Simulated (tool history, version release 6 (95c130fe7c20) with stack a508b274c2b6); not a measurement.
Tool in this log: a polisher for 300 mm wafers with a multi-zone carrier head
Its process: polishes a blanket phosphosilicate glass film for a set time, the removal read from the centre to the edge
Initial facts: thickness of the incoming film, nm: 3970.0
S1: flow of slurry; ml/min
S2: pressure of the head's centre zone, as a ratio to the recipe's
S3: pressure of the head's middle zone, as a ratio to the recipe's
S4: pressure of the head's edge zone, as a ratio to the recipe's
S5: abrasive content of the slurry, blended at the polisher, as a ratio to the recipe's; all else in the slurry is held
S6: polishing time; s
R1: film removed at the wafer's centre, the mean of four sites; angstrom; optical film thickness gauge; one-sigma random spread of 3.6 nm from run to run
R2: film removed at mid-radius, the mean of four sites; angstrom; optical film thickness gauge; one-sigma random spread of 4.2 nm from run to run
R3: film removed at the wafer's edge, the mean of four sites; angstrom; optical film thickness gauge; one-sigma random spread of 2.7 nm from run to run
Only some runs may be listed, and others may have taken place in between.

run 1 day=0.000 | S1=250 S2=1.00 S3=1.00 S4=1.00 S5=1.00 S6=55 | R1=3362.3 R2=3255.4 R3=3325.3
run 2 day=0.179 | S1=250 S2=1.00 S3=1.00 S4=0.95 S5=1.00 S6=55 | R1=3286.4 R2=3265.6 R3=3282.9
run 3 day=0.471 | S1=250 S2=1.00 S3=1.00 S4=0.95 S5=1.00 S6=46 | R1=2793.6 R2=2787.1 R3=2671.0
run 4 day=0.629 | S1=250 S2=0.94 S3=1.00 S4=0.95 S5=1.00 S6=46 | R1=2580.4 R2=2799.1 R3=2725.0
run 5 day=0.783 | S1=250 S2=0.94 S3=1.00 S4=0.95 S5=0.95 S6=46 | R1=2503.2 R2=2647.4 R3=2623.1
run 6 day=0.838 | S1=250 S2=0.94 S3=1.05 S4=0.95 S5=0.95 S6=46 | R1=2557.4 R2=2830.0 R3=2594.5

Estimate the outcome of run 7 from the log above:
run 7 day=0.954 | S1=255 S2=0.94 S3=1.08 S4=0.95 S5=0.95 S6=46 | R1=? R2=? R3=?

R1: 2412.6 angstrom
R2: 2787.1 angstrom
R3: 2609.5 angstrom
